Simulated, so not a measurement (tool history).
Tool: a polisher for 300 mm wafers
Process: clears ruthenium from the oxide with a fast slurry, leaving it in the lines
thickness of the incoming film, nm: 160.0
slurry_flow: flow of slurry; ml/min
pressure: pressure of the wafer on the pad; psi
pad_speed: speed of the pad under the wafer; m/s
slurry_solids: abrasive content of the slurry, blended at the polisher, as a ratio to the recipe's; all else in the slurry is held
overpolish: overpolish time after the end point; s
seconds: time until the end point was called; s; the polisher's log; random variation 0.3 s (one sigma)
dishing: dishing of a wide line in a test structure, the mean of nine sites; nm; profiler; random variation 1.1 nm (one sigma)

Run 1, hour 0: slurry_flow 155 ml/min, pressure 2.2 psi, pad_speed 1.28 m/s, slurry_solids 1, overpolish 8 s. Result: seconds 31.183 s, dishing 30.975 nm.
Run 2, hour 8.4: slurry_flow 155 ml/min, pressure 2.5 psi, pad_speed 1.3 m/s, slurry_solids 1, overpolish 9 s. Result: seconds 27.855 s, dishing 37.756 nm.
Run 3, hour 9.5: slurry_flow 155 ml/min, pressure 2.8 psi, pad_speed 1.32 m/s, slurry_solids 1, overpolish 10 s. Result: seconds 25.113 s, dishing 43.95 nm.
Run 4, hour 12.6: slurry_flow 155 ml/min, pressure 2.8 psi, pad_speed 1.32 m/s, slurry_solids 1, overpolish 8 s. Result: seconds 24.581 s, dishing 35.869 nm.
Run 5, hour 14: slurry_flow 155 ml/min, pressure 2.9 psi, pad_speed 1.36 m/s, slurry_solids 1, overpolish 9 s. Result: seconds 23.497 s, dishing 41.752 nm.
Run 6, hour 20: slurry_flow 155 ml/min, pressure 2.9 psi, pad_speed 1.36 m/s, slurry_solids 0.85, overpolish 9 s. Result: seconds 23.92 s, dishing 40.931 nm.
Run 7, hour 28.2: slurry_flow 155 ml/min, pressure 3 psi, pad_speed 1.38 m/s, slurry_solids 0.85, overpolish 10 s. Result: seconds 23.604 s, dishing 45.747 nm.
Run 8, hour 35: slurry_flow 155 ml/min, pressure 3.1 psi, pad_speed 1.4 m/s, slurry_solids 0.85, overpolish 10 s. Result: seconds 22.748 s, dishing 47.144 nm.
Run 9, hour 39.9: slurry_flow 155 ml/min, pressure 3.2 psi, pad_speed 1.42 m/s, slurry_solids 0.85, overpolish 10 s. Result: seconds 21.934 s, dishing 48.504 nm.

The next listed run, before its measurement:
Run 10, hour 48.1: slurry_flow 155 ml/min, pressure 3.3 psi, pad_speed 1.44 m/s, slurry_solids 0.85, overpolish 10 s. Result: seconds ?, dishing ?.

seconds: 20.469 s
dishing: 49.684 nm
